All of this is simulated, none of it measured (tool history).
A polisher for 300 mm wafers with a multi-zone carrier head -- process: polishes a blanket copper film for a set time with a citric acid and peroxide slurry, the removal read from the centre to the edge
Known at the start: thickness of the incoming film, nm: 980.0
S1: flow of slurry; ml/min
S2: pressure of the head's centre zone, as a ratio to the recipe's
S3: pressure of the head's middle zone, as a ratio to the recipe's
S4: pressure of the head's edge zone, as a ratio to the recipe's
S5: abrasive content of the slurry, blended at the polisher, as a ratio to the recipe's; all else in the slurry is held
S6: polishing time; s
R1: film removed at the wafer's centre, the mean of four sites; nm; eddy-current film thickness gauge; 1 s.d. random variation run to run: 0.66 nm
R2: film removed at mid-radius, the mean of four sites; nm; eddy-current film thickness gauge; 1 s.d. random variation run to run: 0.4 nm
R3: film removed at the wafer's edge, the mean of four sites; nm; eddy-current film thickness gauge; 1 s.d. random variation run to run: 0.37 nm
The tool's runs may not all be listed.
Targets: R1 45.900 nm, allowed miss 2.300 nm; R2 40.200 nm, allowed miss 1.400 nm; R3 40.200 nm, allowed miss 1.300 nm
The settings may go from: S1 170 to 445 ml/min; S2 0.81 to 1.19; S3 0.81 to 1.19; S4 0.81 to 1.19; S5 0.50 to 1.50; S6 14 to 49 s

run 1 hour=0.0 | S1=285 S2=1.00 S3=1.00 S4=1.00 S5=1.00 S6=31 | R1=65.193 R2=63.490 R3=64.594
run 2 hour=4.5 | S1=285 S2=1.00 S3=1.00 S4=1.00 S5=0.90 S6=31 | R1=64.622 R2=63.324 R3=63.733
run 3 hour=7.4 | S1=285 S2=1.01 S3=0.98 S4=0.97 S5=0.80 S6=28 | R1=58.083 R2=55.461 R3=55.275
run 4 hour=10.6 | S1=285 S2=1.01 S3=0.98 S4=0.97 S5=0.60 S6=28 | R1=56.236 R2=53.885 R3=53.946
run 5 hour=18.1 | S1=285 S2=1.01 S3=0.96 S4=0.94 S5=0.55 S6=26 | R1=51.491 R2=48.891 R3=49.103
run 6 hour=22.4 | S1=285 S2=1.01 S3=0.96 S4=0.94 S5=0.70 S6=26 | R1=52.154 R2=50.419 R3=50.830
run 7 hour=23.3 | S1=285 S2=1.03 S3=0.95 S4=0.92 S5=0.65 S6=25 | R1=51.436 R2=47.130 R3=47.745
run 8 hour=29.4 | S1=280 S2=1.04 S3=0.94 S4=0.90 S5=0.60 S6=24 | R1=48.421 R2=44.288 R3=44.849
run 9 hour=35.8 | S1=270 S2=1.05 S3=0.93 S4=0.88 S5=0.55 S6=24 | R1=48.988 R2=43.320 R3=44.113
run 10 hour=44.8 | S1=270 S2=1.05 S3=0.93 S4=0.86 S5=0.55 S6=24 | R1=49.349 R2=43.576 R3=43.724
run 11 hour=45.8 | S1=270 S2=1.05 S3=0.93 S4=0.85 S5=0.55 S6=24 | R1=48.053 R2=43.810 R3=43.225
run 12 hour=48.7 | S1=265 S2=1.05 S3=0.92 S4=0.84 S5=0.55 S6=24 | R1=47.753 R2=42.203 R3=43.006
run 13 hour=55.8 | S1=260 S2=1.05 S3=0.92 S4=0.83 S5=0.55 S6=24 | R1=47.977 R2=43.440 R3=42.586
run 14 hour=61.1 | S1=255 S2=1.05 S3=0.87 S4=0.81 S5=0.50 S6=23 | R1=45.621 R2=38.511 R3=39.417

Which of these 5 next moves meets every target?
run A hour=66.4 | S1=185 S2=1.08 S3=0.85 S4=0.87 S5=0.50 S6=23 | R1=? R2=? R3=?
run B hour=66.4 | S1=215 S2=1.18 S3=0.92 S4=0.82 S5=0.60 S6=21 | R1=? R2=? R3=?
run C hour=66.4 | S1=225 S2=1.06 S3=0.91 S4=0.81 S5=0.55 S6=23 | R1=? R2=? R3=?
run D hour=66.4 | S1=265 S2=1.03 S3=0.88 S4=0.85 S5=0.50 S6=22 | R1=? R2=? R3=?
run E hour=66.4 | S1=255 S2=1.14 S3=0.92 S4=0.81 S5=0.65 S6=21 | R1=? R2=? R3=?

move=A R1=44.813 R2=36.904 R3=40.264
move=B R1=45.976 R2=37.265 R3=37.077
move=C R1=45.514 R2=40.218 R3=40.138
move=D R1=42.654 R2=37.547 R3=39.108
move=E R1=45.797 R2=38.221 R3=37.705
A: moves away from the targets compared with the last run
B: moves away from the targets compared with the last run
C: every result within its allowed miss
D: moves away from the targets compared with the last run
E: moves away from the targets compared with the last run
The right move is C.

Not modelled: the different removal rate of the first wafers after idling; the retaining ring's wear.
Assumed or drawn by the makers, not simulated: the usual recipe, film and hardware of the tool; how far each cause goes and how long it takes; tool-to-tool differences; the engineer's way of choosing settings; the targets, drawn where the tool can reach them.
